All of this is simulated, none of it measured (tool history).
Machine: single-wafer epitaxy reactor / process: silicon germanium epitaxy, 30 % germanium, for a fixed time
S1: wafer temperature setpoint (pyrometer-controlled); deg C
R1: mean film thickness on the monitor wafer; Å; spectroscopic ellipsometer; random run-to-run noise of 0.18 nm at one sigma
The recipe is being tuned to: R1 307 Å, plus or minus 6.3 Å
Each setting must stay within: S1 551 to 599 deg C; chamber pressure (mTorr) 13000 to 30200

Run 1, day 0: S1 575 deg C, chamber pressure (mTorr) 21600. Result: R1 378.66 Å.
Run 2, day 0.283: S1 573 deg C, chamber pressure (mTorr) 21600. Result: R1 366.37 Å.
Run 3, day 0.379: S1 583 deg C, chamber pressure (mTorr) 21600. Result: R1 433.24 Å.
Run 4, day 0.717: S1 583 deg C, chamber pressure (mTorr) 19300. Result: R1 418 Å.
Run 5, day 1.075: S1 592 deg C, chamber pressure (mTorr) 19300. Result: R1 485.12 Å.
Run 6, day 1.258: S1 592 deg C, chamber pressure (mTorr) 22100. Result: R1 505.96 Å.
Run 7, day 1.583: S1 587 deg C, chamber pressure (mTorr) 21900. Result: R1 465.2 Å.
Run 8, day 1.812: S1 575 deg C, chamber pressure (mTorr) 21200. Result: R1 375.52 Å.
Run 9, day 1.975: S1 573 deg C, chamber pressure (mTorr) 21100. Result: R1 361.66 Å.
Run 10, day 2.196: S1 571 deg C, chamber pressure (mTorr) 21100. Result: R1 351.64 Å.
Run 11, day 2.358: S1 570 deg C, chamber pressure (mTorr) 21100. Result: R1 345.08 Å.
Run 12, day 2.554: S1 569 deg C, chamber pressure (mTorr) 21100. Result: R1 340.6 Å.
Run 13, day 2.725: S1 568 deg C, chamber pressure (mTorr) 21100. Result: R1 331.62 Å.

Exactly one of the 4 candidate moves below puts every result within its allowed miss. Which one?
Run A, day 2.896: S1 566 deg C, chamber pressure (mTorr) 17900. Result: R1 ?.
Run B, day 2.896: S1 568 deg C, chamber pressure (mTorr) 22800. Result: R1 ?.
Run C, day 2.896: S1 561 deg C, chamber pressure (mTorr) 21300. Result: R1 ?.
Run D, day 2.896: S1 562 deg C, chamber pressure (mTorr) 20000. Result: R1 ?.

move      R1
   A  305.34
   B  342.29
   C   296.2
   D  295.23
A: in spec on every target
B: misses by more than the last run did
C: moves the result that the last run missed by most past its target, out the other side
D: moves the result that the last run missed by most past its target, out the other side
The right move is A.

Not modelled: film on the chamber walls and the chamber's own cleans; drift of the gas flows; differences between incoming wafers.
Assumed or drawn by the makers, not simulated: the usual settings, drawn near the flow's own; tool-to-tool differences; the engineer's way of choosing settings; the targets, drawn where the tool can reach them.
